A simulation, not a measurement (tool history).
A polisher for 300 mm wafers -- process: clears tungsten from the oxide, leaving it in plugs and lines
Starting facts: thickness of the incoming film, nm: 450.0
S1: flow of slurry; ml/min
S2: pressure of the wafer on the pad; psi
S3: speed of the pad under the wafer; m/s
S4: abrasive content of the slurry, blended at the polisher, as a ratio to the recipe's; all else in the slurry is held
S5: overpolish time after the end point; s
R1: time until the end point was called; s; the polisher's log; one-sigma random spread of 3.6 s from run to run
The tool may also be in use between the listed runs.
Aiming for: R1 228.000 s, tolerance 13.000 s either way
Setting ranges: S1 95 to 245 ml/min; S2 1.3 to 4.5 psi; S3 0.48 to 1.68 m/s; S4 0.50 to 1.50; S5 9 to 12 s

run,hour,S1,S2,S3,S4,S5,R1
1,0.0,155,2.9,1.08,1.00,12,109.700
2,0.8,195,2.9,1.08,1.00,12,104.990
3,8.8,195,2.9,1.08,1.20,12,99.696
4,9.6,195,3.5,1.08,1.20,12,81.937
# hour 15.6: head pressure recalibrated
5,15.6,195,3.5,1.08,1.00,12,100.030
6,17.2,195,3.1,0.88,1.00,12,136.230
7,19.6,190,2.3,0.80,1.00,12,195.700
8,27.1,190,2.2,0.80,1.00,12,205.190
9,31.4,190,2.1,0.80,1.00,12,213.310

Which single option among these 4 for the next run brings every result within its allowed miss of target? Just one does.
A,35.7,190,2.3,0.76,1.15,12,?
B,35.7,205,2.0,0.76,1.00,10,?
C,35.7,225,2.3,0.84,0.80,9,?
D,35.7,195,2.2,0.82,1.05,12,?

move,R1
A,197.690
B,234.360
C,198.500
D,196.840
A: its largest miss is bigger than the last run's
B: all results in spec
C: its largest miss is bigger than the last run's
D: its largest miss is bigger than the last run's
B is the move that brings every result within its allowed miss.
